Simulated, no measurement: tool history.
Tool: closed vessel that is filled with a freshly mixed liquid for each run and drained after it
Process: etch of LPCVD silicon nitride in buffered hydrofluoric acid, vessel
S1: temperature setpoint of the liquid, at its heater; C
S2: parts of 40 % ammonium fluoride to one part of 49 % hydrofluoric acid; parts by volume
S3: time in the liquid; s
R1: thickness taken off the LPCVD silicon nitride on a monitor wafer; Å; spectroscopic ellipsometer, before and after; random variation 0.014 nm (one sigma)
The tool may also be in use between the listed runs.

| run | hour | S1 | S2 | S3 | R1 |
|---|---|---|---|---|---|
| 1 | 0 | 23 | 8.5 | 345 | 49.925 |
| 2 | 6.6 | 21.5 | 8.5 | 345 | 46.177 |
| 3 | 8.1 | 21.5 | 7 | 345 | 55.997 |
| 4 | 10.9 | 20 | 7 | 345 | 51.106 |
| 5 | 15.5 | 19 | 7 | 345 | 48.678 |
| 6 | 18.1 | 18.5 | 7.5 | 345 | 44.408 |
| 7 | 22.5 | 18 | 7.5 | 345 | 43.049 |
| 8 | 28.1 | 17.5 | 7.5 | 345 | 42.221 |

Forecast run 9:
| 9 | 30.5 | 17 | 7.5 | 345 | ? |

{"run 9": {"R1": 40.699}}

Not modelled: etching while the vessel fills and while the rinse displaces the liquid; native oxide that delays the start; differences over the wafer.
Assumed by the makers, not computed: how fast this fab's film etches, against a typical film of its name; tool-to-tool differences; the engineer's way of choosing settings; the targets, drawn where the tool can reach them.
